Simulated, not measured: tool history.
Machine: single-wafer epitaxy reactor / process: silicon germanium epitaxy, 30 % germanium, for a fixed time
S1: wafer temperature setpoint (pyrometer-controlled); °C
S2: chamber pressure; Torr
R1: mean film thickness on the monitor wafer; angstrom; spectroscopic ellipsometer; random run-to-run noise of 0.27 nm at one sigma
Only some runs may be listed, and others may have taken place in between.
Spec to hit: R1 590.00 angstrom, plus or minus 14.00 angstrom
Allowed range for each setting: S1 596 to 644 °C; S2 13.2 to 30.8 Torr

Run 1, hour 0.0: S1 620 °C, S2 22.0 Torr. Result: R1 882.28 angstrom.
Run 2, hour 6.0: S1 630 °C, S2 22.0 Torr. Result: R1 1020.40 angstrom.
Run 3, hour 12.9: S1 630 °C, S2 23.6 Torr. Result: R1 1071.30 angstrom.
Run 4, hour 16.8: S1 630 °C, S2 25.4 Torr. Result: R1 1113.30 angstrom.
Run 5, hour 21.1: S1 634 °C, S2 25.4 Torr. Result: R1 1177.20 angstrom.
Run 6, hour 26.5: S1 643 °C, S2 25.4 Torr. Result: R1 1340.70 angstrom.
Run 7, hour 33.5: S1 629 °C, S2 23.4 Torr. Result: R1 1045.60 angstrom.
Run 8, hour 41.9: S1 619 °C, S2 22.2 Torr. Result: R1 872.54 angstrom.
Run 9, hour 48.1: S1 607 °C, S2 20.3 Torr. Result: R1 688.88 angstrom.
Run 10, hour 53.8: S1 604 °C, S2 20.2 Torr. Result: R1 658.24 angstrom.
Run 11, hour 60.1: S1 602 °C, S2 20.1 Torr. Result: R1 631.54 angstrom.
Run 12, hour 66.3: S1 601 °C, S2 20.1 Torr. Result: R1 620.12 angstrom.
Run 13, hour 70.4: S1 600 °C, S2 20.1 Torr. Result: R1 614.58 angstrom.

Next run, 4 choices. One meets every target within its allowed miss, the rest don't. Which?
Run A, hour 74.5: S1 601 °C, S2 20.7 Torr. Result: R1 ?.
Run B, hour 74.5: S1 604 °C, S2 18.4 Torr. Result: R1 ?.
Run C, hour 74.5: S1 596 °C, S2 21.2 Torr. Result: R1 ?.
Run D, hour 74.5: S1 599 °C, S2 20.8 Torr. Result: R1 ?.

move      R1
   A  635.89
   B  623.05
   C  594.81
   D  617.56
A: misses by more than the last run did
B: misses by more than the last run did
C: every result within its allowed miss
D: misses by more than the last run did
The move that meets every target is C.
